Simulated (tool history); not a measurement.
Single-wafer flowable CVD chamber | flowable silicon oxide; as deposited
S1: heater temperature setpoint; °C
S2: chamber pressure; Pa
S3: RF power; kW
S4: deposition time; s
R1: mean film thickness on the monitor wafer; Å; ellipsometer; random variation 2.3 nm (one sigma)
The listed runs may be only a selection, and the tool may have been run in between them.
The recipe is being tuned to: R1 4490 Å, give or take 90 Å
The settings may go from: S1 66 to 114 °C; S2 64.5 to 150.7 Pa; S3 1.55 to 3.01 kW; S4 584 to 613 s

run  hour  S1     S2    S3   S4      R1
  1     0  90  107.6  2.28  613  5371.3
  2   1.2  90  107.6  2.28  613  5361.8
  3   6.6  86  107.6  2.28  613  6165.2
  4   9.8  88  107.6  2.28  613  5758.4
  5  10.6  90  107.6  2.28  613  5377.4
  6  14.9  91  107.6  2.28  613  5164.6
  7  16.9  92  107.6  2.28  613  4987.2
  8  24.8  96  107.5  2.28  613  4285.8

4 next moves are on the table. One of them brings every result within its allowed miss. Which?
  A  32.7  95  105.3   2.22  597   ?
  B  32.7  97  126.4  2.145  613   ?
  C  32.7  97  119.7  2.035  584   ?
  D  32.7  95  108.9   2.38  610   ?

move      R1
   A  4192.5
   B  4736.1
   C  4245.7
   D  4468.1
A: lands further from the targets than the last run did
B: carries the result that was furthest off beyond its target, to the other side
C: lands further from the targets than the last run did
D: every result within its allowed miss
So the answer is move D, the one that meets all the targets.

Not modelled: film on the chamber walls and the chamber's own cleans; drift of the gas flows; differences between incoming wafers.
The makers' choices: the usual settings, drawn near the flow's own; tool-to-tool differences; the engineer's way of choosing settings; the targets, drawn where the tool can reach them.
